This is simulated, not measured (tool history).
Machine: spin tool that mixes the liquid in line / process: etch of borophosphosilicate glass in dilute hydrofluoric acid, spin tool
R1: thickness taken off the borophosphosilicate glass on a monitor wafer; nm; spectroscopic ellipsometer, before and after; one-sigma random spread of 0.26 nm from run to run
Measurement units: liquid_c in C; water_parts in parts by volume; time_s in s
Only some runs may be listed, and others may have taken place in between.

{"run": 1, "hour": 0.0, "liquid_c": 25, "water_parts": 130, "time_s": 60, "R1": 39.081}
{"run": 2, "hour": 4.9, "liquid_c": 22.5, "water_parts": 130, "time_s": 60, "R1": 35.264}
{"run": 3, "hour": 6.2, "liquid_c": 22.5, "water_parts": 175, "time_s": 60, "R1": 25.022}
{"run": 4, "hour": 12.8, "liquid_c": 22.5, "water_parts": 175, "time_s": 60, "R1": 25.143}
{"run": 5, "hour": 18.4, "liquid_c": 24, "water_parts": 170, "time_s": 60, "R1": 27.599}
{"run": 6, "hour": 24.4, "liquid_c": 24, "water_parts": 170, "time_s": 65, "R1": 29.714}
{"run": 7, "hour": 26.3, "liquid_c": 25, "water_parts": 170, "time_s": 65, "R1": 30.754}
{"run": 8, "hour": 31.3, "liquid_c": 26, "water_parts": 165, "time_s": 65, "R1": 33.035}

For run 9, what comes out?
{"run": 9, "hour": 37.8, "liquid_c": 27, "water_parts": 165, "time_s": 65, "R1": "?"}

R1: 34.59 nm
